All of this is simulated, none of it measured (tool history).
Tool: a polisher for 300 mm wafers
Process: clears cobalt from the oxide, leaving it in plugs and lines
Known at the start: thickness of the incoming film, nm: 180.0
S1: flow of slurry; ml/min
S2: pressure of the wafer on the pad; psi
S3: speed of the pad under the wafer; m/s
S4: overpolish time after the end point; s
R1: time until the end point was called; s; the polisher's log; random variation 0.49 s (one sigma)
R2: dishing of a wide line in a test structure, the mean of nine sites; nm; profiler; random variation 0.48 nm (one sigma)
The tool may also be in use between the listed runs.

run 1 hour=0 | S1=275 S2=1.9 S3=0.88 S4=19 | R1=48.45 R2=37.137
run 2 hour=2.1 | S1=275 S2=1.9 S3=1.06 S4=19 | R1=40.803 R2=39.798
run 3 hour=3.6 | S1=265 S2=1.8 S3=1.08 S4=16 | R1=42.396 R2=35.884
run 4 hour=4.9 | S1=265 S2=1.4 S3=1.08 S4=16 | R1=51.097 R2=31.94
run 5 hour=6.9 | S1=265 S2=1.4 S3=1.26 S4=16 | R1=44.432 R2=34.295
run 6 hour=9.2 | S1=265 S2=1.4 S3=1.06 S4=16 | R1=52.244 R2=32.277
run 7 hour=15.4 | S1=255 S2=1.4 S3=1.08 S4=14 | R1=50.817 R2=29.978

The next listed run, before its measurement:
run 8 hour=19.3 | S1=180 S2=1.4 S3=1.1 S4=6 | R1=? R2=?

R1: 53.342 s
R2: 15.678 nm

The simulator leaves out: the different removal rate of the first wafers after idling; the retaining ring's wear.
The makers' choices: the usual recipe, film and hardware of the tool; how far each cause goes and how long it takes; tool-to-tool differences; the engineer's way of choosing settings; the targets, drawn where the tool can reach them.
